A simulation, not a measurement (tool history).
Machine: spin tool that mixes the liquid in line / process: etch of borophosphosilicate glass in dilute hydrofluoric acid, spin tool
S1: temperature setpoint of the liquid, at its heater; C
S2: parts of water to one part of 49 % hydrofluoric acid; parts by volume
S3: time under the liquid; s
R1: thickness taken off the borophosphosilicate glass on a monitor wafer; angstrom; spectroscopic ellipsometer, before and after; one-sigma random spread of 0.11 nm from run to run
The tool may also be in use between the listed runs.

run 1 day=0 | S1=24 S2=70 S3=15 | R1=80.245
run 2 day=0.038 | S1=24 S2=70 S3=15 | R1=80.206
run 3 day=0.275 | S1=27.5 S2=70 S3=15 | R1=92.225
run 4 day=0.579 | S1=27.5 S2=60 S3=15 | R1=109.61
run 5 day=0.738 | S1=28 S2=55 S3=15 | R1=123.07
run 6 day=1.012 | S1=28.5 S2=55 S3=15 | R1=124.94
run 7 day=1.221 | S1=29 S2=55 S3=15 | R1=126.41
run 8 day=1.454 | S1=32 S2=30 S3=15 | R1=272.33
run 9 day=1.625 | S1=31.5 S2=30 S3=15 | R1=268.11
run 10 day=1.829 | S1=31 S2=30 S3=15 | R1=265.03
run 11 day=2.192 | S1=30.5 S2=30 S3=15 | R1=255.94

Forecast run 12:
run 12 day=2.317 | S1=26.5 S2=30 S3=15 | R1=?

Run 12 produced R1 220.59 angstrom.

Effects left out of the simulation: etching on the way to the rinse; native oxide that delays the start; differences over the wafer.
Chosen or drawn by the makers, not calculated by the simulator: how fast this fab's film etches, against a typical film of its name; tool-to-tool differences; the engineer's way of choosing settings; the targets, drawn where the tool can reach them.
